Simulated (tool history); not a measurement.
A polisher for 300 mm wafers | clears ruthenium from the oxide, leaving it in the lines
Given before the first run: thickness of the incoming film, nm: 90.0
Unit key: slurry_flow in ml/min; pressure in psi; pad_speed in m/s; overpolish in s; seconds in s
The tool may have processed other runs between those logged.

Run 1, hour 0.0: slurry_flow 130 ml/min, pressure 1.5 psi, pad_speed 0.86 m/s, overpolish 10 s. Result: seconds 125.260 s.
Run 2, hour 1.1: slurry_flow 130 ml/min, pressure 1.5 psi, pad_speed 0.72 m/s, overpolish 10 s. Result: seconds 146.020 s.
Run 3, hour 2.8: slurry_flow 130 ml/min, pressure 1.5 psi, pad_speed 0.72 m/s, overpolish 10 s. Result: seconds 148.890 s.
Run 4, hour 6.3: slurry_flow 105 ml/min, pressure 1.5 psi, pad_speed 0.72 m/s, overpolish 10 s. Result: seconds 156.490 s.
Run 5, hour 12.8: slurry_flow 110 ml/min, pressure 1.6 psi, pad_speed 0.72 m/s, overpolish 10 s. Result: seconds 143.440 s.
At hour 18.9: worn pad replaced by a new one.
Run 6, hour 18.9: slurry_flow 80 ml/min, pressure 1.6 psi, pad_speed 0.72 m/s, overpolish 10 s. Result: seconds 143.690 s.
Run 7, hour 26.7: slurry_flow 80 ml/min, pressure 2.0 psi, pad_speed 0.88 m/s, overpolish 10 s. Result: seconds 98.328 s.

Run 8 has not been measured yet. What should we expect?
Run 8, hour 28.9: slurry_flow 80 ml/min, pressure 2.2 psi, pad_speed 0.90 m/s, overpolish 10 s. Result: seconds ?.

{"run 8": {"seconds": 86.843}}
